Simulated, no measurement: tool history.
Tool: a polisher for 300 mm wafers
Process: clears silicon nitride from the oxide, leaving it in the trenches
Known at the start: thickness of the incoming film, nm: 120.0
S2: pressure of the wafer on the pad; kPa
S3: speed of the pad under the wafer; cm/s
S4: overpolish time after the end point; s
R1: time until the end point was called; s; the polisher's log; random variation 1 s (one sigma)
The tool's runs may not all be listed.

run 1 hour=0 | flow_of_slurry_(ml/min)=225 S2=15.9 S3=124 S4=7 | R1=156.11
run 2 hour=7 | flow_of_slurry_(ml/min)=225 S2=17.2 S3=124 S4=7 | R1=145.97
run 3 hour=11 | flow_of_slurry_(ml/min)=225 S2=17.2 S3=124 S4=7 | R1=143.19
run 4 hour=19.3 | flow_of_slurry_(ml/min)=225 S2=17.9 S3=124 S4=7 | R1=139.58
-- hour=22.9 worn pad replaced by a new one
run 5 hour=22.9 | flow_of_slurry_(ml/min)=225 S2=19.3 S3=124 S4=7 | R1=116.02
run 6 hour=29 | flow_of_slurry_(ml/min)=225 S2=20 S3=124 S4=7 | R1=108.66

The next listed run, before its measurement:
run 7 hour=31.3 | flow_of_slurry_(ml/min)=225 S2=20.7 S3=124 S4=7 | R1=?

Run 7 gave R1 108.44 s.
